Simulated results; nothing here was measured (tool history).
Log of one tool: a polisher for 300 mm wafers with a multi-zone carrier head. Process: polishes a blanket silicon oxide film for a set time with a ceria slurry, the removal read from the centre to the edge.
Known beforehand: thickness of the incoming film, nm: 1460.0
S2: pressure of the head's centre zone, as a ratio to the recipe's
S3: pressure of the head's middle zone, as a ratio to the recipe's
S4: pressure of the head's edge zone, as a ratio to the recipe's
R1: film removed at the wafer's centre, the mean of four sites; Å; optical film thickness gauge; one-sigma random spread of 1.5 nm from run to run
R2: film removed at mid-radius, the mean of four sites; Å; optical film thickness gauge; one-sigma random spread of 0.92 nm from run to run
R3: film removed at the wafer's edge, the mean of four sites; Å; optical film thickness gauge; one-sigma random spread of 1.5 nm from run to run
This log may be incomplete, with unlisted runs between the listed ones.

Run 1, hour 0.0: flow of slurry (ml/min) 225, S2 1.00, S3 1.00, S4 1.00, polishing time (s) 79. Result: R1 3539.6 Å, R2 3614.4 Å, R3 3605.4 Å.
Run 2, hour 2.1: flow of slurry (ml/min) 225, S2 1.00, S3 1.00, S4 1.05, polishing time (s) 79. Result: R1 3548.7 Å, R2 3616.9 Å, R3 3601.3 Å.
Run 3, hour 10.8: flow of slurry (ml/min) 225, S2 1.00, S3 1.00, S4 1.05, polishing time (s) 67. Result: R1 2949.2 Å, R2 3009.0 Å, R3 3067.0 Å.
Run 4, hour 17.8: flow of slurry (ml/min) 225, S2 1.06, S3 1.00, S4 1.05, polishing time (s) 67. Result: R1 3137.7 Å, R2 3075.6 Å, R3 3097.6 Å.
Run 5, hour 25.9: flow of slurry (ml/min) 215, S2 1.05, S3 0.98, S4 1.03, polishing time (s) 63. Result: R1 2941.7 Å, R2 2838.2 Å, R3 2864.4 Å.
Run 6, hour 27.5: flow of slurry (ml/min) 215, S2 1.11, S3 0.98, S4 1.03, polishing time (s) 63. Result: R1 3071.3 Å, R2 2794.2 Å, R3 2888.8 Å.

Run 7 is up next; what results do you expect?
Run 7, hour 33.4: flow of slurry (ml/min) 205, S2 1.10, S3 0.96, S4 1.02, polishing time (s) 60. Result: R1 ?, R2 ?, R3 ?.

R1: 2856.8 Å
R2: 2604.6 Å
R3: 2748.0 Å
